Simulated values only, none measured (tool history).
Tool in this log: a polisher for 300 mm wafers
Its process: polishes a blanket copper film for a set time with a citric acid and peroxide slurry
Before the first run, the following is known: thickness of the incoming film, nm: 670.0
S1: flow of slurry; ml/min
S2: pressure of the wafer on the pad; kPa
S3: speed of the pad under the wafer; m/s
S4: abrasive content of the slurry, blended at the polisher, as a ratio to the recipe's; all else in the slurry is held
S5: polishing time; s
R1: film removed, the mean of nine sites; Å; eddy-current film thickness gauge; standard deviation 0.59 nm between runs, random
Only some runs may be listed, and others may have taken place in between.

run 1 hour=0 | S1=260 S2=20 S3=0.98 S4=1 S5=76 | R1=1524.4
run 2 hour=2 | S1=255 S2=16.5 S3=0.96 S4=1 S5=76 | R1=1272.9
run 3 hour=2.5 | S1=255 S2=16.5 S3=0.96 S4=1 S5=80 | R1=1331.4
run 4 hour=4.3 | S1=290 S2=16.5 S3=0.96 S4=1 S5=80 | R1=1361.6
run 5 hour=10.1 | S1=285 S2=14.5 S3=0.94 S4=1 S5=80 | R1=1192.8
run 6 hour=18.6 | S1=285 S2=14.5 S3=1.14 S4=1 S5=80 | R1=1448.7

The next listed run, before its measurement:
run 7 hour=23.2 | S1=285 S2=13.1 S3=1.06 S4=1 S5=80 | R1=?

R1: 1251.9 Å

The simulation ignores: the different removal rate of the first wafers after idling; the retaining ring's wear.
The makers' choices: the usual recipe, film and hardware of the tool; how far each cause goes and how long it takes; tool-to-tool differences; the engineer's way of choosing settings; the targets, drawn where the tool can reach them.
